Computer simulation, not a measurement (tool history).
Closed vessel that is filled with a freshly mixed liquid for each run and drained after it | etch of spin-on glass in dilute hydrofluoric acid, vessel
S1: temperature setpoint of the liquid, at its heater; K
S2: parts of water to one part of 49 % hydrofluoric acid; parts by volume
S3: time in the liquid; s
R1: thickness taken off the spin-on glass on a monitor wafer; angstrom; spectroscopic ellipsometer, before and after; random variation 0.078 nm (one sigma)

run 1 hour=0 | S1=293.15 S2=200 S3=95 | R1=158.82
run 2 hour=6.9 | S1=292.65 S2=205 S3=95 | R1=152.73
run 3 hour=14.2 | S1=292.15 S2=210 S3=95 | R1=146.93
run 4 hour=16.6 | S1=291.65 S2=215 S3=95 | R1=139.18
run 5 hour=18.5 | S1=291.65 S2=250 S3=95 | R1=117.16
run 6 hour=20.4 | S1=291.65 S2=250 S3=105 | R1=127.5
run 7 hour=25.6 | S1=291.65 S2=255 S3=105 | R1=126.46

Run 8 comes next. What will it give?
run 8 hour=31.5 | S1=291.65 S2=260 S3=105 | R1=?

R1: 121.98 angstrom
